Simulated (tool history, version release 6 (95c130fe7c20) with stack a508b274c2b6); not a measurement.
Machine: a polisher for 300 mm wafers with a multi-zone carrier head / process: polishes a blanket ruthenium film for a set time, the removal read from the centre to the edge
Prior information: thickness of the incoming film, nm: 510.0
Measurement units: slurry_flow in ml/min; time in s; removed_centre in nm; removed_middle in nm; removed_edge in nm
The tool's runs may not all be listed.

{"run": 1, "hour": 0.0, "slurry_flow": 240, "centre_zone": 1.0, "middle_zone": 1.0, "edge_zone": 1.0, "time": 86, "removed_centre": 153.14, "removed_middle": 157.87, "removed_edge": 150.44}
{"run": 2, "hour": 8.6, "slurry_flow": 240, "centre_zone": 1.0, "middle_zone": 1.0, "edge_zone": 1.0, "time": 73, "removed_centre": 130.58, "removed_middle": 133.3, "removed_edge": 128.65}
{"run": 3, "hour": 14.9, "slurry_flow": 245, "centre_zone": 1.0, "middle_zone": 0.99, "edge_zone": 1.03, "time": 80, "removed_centre": 143.67, "removed_middle": 146.88, "removed_edge": 143.09}
{"run": 4, "hour": 18.2, "slurry_flow": 245, "centre_zone": 1.0, "middle_zone": 1.02, "edge_zone": 1.03, "time": 80, "removed_centre": 142.96, "removed_middle": 145.21, "removed_edge": 144.01}
{"run": 5, "hour": 24.5, "slurry_flow": 250, "centre_zone": 1.01, "middle_zone": 1.02, "edge_zone": 1.05, "time": 85, "removed_centre": 153.18, "removed_middle": 159.71, "removed_edge": 155.39}
{"run": 6, "hour": 30.6, "slurry_flow": 250, "centre_zone": 0.94, "middle_zone": 1.02, "edge_zone": 1.05, "time": 85, "removed_centre": 142.36, "removed_middle": 156.38, "removed_edge": 153.22}
{"run": 7, "hour": 35.7, "slurry_flow": 255, "centre_zone": 0.96, "middle_zone": 1.01, "edge_zone": 1.07, "time": 89, "removed_centre": 155.03, "removed_middle": 167.04, "removed_edge": 161.74}

The next listed run, before its measurement:
{"run": 8, "hour": 37.8, "slurry_flow": 235, "centre_zone": 0.97, "middle_zone": 0.99, "edge_zone": 1.09, "time": 93, "removed_centre": "?", "removed_middle": "?", "removed_edge": "?"}

Run 8 gave removed_centre 162.55 nm, removed_middle 169.02 nm, removed_edge 169.83 nm.
